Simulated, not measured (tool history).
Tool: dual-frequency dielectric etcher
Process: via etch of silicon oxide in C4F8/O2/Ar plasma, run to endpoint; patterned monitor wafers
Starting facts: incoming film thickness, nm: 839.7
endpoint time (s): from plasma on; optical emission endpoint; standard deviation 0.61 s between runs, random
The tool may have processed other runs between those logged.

{"run": 1, "hour": 0.0, "source power (kW)": 2.22, "bias power (kW)": 2.623, "endpoint time (s)": 153.13}
{"run": 2, "hour": 0.8, "source power (kW)": 2.27, "bias power (kW)": 2.642, "endpoint time (s)": 151.97}
{"run": 3, "hour": 5.1, "source power (kW)": 2.27, "bias power (kW)": 2.41, "endpoint time (s)": 157.18}
{"run": 4, "hour": 12.1, "source power (kW)": 2.27, "bias power (kW)": 1.989, "endpoint time (s)": 167.05}
{"run": 5, "hour": 14.7, "source power (kW)": 2.27, "bias power (kW)": 2.288, "endpoint time (s)": 159.21}
{"run": 6, "hour": 23.2, "source power (kW)": 2.27, "bias power (kW)": 1.916, "endpoint time (s)": 169.07}

Run 7, settings as shown, results not yet in. Your forecast:
{"run": 7, "hour": 26.2, "source power (kW)": 2.34, "bias power (kW)": 1.966, "endpoint time (s)": "?"}

Run 7 yielded endpoint time (s) 166.86.
